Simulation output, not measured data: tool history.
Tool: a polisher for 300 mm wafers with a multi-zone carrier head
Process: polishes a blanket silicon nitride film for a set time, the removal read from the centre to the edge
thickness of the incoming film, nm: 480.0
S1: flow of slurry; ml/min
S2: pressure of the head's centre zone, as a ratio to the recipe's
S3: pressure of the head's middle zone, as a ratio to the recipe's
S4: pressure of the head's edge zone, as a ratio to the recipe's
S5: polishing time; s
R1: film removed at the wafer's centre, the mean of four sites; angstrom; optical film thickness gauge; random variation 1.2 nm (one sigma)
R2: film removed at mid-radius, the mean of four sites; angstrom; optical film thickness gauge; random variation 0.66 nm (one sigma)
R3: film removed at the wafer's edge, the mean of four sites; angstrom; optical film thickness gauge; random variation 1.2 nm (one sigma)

run  hour   S1    S2    S3    S4  S5       R1       R2       R3
  1   0.0  315  1.00  1.00  1.00  68  1338.40  1349.90  1307.20
  2   1.0  255  1.00  1.00  1.00  68  1308.50  1332.40  1282.20
  3   4.8  255  1.00  1.00  1.00  75  1467.90  1455.20  1418.00
  4   6.2  255  0.99  0.99  0.99  71  1368.00  1371.70  1334.80
  5  13.4  255  0.99  0.99  0.99  83  1591.60  1591.40  1521.10
  6  16.3  255  0.99  0.99  0.99  76  1451.50  1451.70  1409.10
  7  20.5  255  0.97  0.98  0.97  72  1376.80  1373.60  1332.30
  8  22.2  255  0.97  0.98  0.97  72  1369.70  1369.90  1327.00
  9  26.5  255  0.96  0.98  0.97  68  1259.80  1297.70  1265.90
 10  34.1  255  0.95  0.97  0.96  65  1200.20  1230.60  1202.30
 11  39.1  255  0.94  0.96  0.95  63  1173.90  1185.90  1164.30
 12  43.1  255  0.93  0.96  0.94  61  1108.30  1146.10  1107.00
 13  47.3  255  0.92  0.95  0.93  60  1066.20  1117.20  1089.00
 14  55.2  255  0.91  0.94  0.92  59  1027.40  1091.90  1062.10
 15  57.6  255  0.85  0.87  0.84  50   825.59   857.15   876.98

Forecast run 16:
 16  64.7  255  0.85  0.88  0.84  50   ?   ?   ?

Run 16 gave R1 835.60 angstrom, R2 864.89 angstrom, R3 888.19 angstrom.
